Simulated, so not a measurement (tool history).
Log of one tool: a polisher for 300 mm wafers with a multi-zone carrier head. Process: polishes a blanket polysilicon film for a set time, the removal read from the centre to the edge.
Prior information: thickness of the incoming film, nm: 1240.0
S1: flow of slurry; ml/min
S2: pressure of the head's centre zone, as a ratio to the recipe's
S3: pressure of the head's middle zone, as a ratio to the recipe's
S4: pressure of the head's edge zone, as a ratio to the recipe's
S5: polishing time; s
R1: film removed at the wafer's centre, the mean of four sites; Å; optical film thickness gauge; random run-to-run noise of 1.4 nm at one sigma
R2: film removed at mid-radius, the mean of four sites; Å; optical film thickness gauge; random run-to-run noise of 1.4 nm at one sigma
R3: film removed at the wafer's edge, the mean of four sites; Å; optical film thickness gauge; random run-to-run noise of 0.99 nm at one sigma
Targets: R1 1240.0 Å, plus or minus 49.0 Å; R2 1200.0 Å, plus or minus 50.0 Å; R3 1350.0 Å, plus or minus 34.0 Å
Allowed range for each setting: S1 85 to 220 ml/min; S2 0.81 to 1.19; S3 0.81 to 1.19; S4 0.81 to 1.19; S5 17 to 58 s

Run 1, hour 0.0: S1 140 ml/min, S2 1.00, S3 1.00, S4 1.00, S5 37 s. Result: R1 2265.6 Å, R2 2307.0 Å, R3 2313.0 Å.
Run 2, hour 5.7: S1 125 ml/min, S2 0.97, S3 0.94, S4 0.97, S5 31 s. Result: R1 1816.7 Å, R2 1809.8 Å, R3 1850.8 Å.
Run 3, hour 12.1: S1 125 ml/min, S2 0.97, S3 0.89, S4 0.97, S5 31 s. Result: R1 1792.3 Å, R2 1687.6 Å, R3 1885.5 Å.
Run 4, hour 18.3: S1 125 ml/min, S2 0.97, S3 0.98, S4 0.97, S5 31 s. Result: R1 1809.7 Å, R2 1830.7 Å, R3 1882.8 Å.
Run 5, hour 19.5: S1 125 ml/min, S2 0.92, S3 0.98, S4 0.97, S5 31 s. Result: R1 1701.2 Å, R2 1849.8 Å, R3 1852.6 Å.
Run 6, hour 20.1: S1 125 ml/min, S2 0.92, S3 0.98, S4 0.97, S5 28 s. Result: R1 1540.8 Å, R2 1646.4 Å, R3 1701.7 Å.
Run 7, hour 24.6: S1 115 ml/min, S2 0.91, S3 0.93, S4 0.94, S5 26 s. Result: R1 1363.9 Å, R2 1446.4 Å, R3 1537.4 Å.
Run 8, hour 32.4: S1 110 ml/min, S2 0.92, S3 0.89, S4 0.90, S5 26 s. Result: R1 1412.9 Å, R2 1410.9 Å, R3 1490.4 Å.
Run 9, hour 36.7: S1 105 ml/min, S2 0.91, S3 0.86, S4 0.89, S5 25 s. Result: R1 1282.7 Å, R2 1283.3 Å, R3 1392.7 Å.
Run 10, hour 45.0: S1 100 ml/min, S2 0.91, S3 0.85, S4 0.89, S5 25 s. Result: R1 1274.1 Å, R2 1259.4 Å, R3 1391.6 Å.

Which one of the following 5 next-run settings gets every result inside its allowed miss? There is exactly one.
Run A, hour 53.3: S1 100 ml/min, S2 0.99, S3 0.89, S4 0.88, S5 24 s. Result: R1 ?, R2 ?, R3 ?.
Run B, hour 53.3: S1 110 ml/min, S2 0.97, S3 0.83, S4 0.82, S5 24 s. Result: R1 ?, R2 ?, R3 ?.
Run C, hour 53.3: S1 95 ml/min, S2 0.89, S3 0.82, S4 0.83, S5 25 s. Result: R1 ?, R2 ?, R3 ?.
Run D, hour 53.3: S1 90 ml/min, S2 0.86, S3 0.95, S4 0.84, S5 26 s. Result: R1 ?, R2 ?, R3 ?.
Run E, hour 53.3: S1 85 ml/min, S2 0.97, S3 0.97, S4 0.89, S5 25 s. Result: R1 ?, R2 ?, R3 ?.

move      R1      R2      R3
   A  1345.0  1233.8  1330.3
   B  1351.6  1191.8  1310.2
   C  1239.3  1186.8  1339.5
   D  1226.0  1374.7  1384.8
   E  1307.5  1323.5  1352.3
A: meets the target for the result that was furthest off, but another lies outside its allowed miss
B: carries the result that was furthest off beyond its target, to the other side
C: all results land within tolerance of their targets
D: misses by more than the last run did
E: meets the target for the result that was furthest off, but another lies outside its allowed miss
The move that meets every target is C.
